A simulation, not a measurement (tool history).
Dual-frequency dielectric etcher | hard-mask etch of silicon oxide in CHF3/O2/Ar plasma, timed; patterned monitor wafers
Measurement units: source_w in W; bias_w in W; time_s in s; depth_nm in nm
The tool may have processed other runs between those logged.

run  hour  source_w  bias_w  time_s  depth_nm
  1     0       480     218    17.5    35.545
  2   3.5       540     218    17.5    37.386
  3  12.2       550     218    17.5    37.918
  4  19.2       550     239    17.5    39.046
  5  26.5       560     239    17.5    39.384
  6  32.8       560     239    15.5    34.781
  7  36.2       570     247    15.5    35.523
  8  37.3       580     253    15.5    35.999
  9  42.6       590     259    15.5    36.567

For run 10, what comes out?
 10  47.7       600     264    15.5         ?

Run 10 produced depth_nm 37.129 nm.

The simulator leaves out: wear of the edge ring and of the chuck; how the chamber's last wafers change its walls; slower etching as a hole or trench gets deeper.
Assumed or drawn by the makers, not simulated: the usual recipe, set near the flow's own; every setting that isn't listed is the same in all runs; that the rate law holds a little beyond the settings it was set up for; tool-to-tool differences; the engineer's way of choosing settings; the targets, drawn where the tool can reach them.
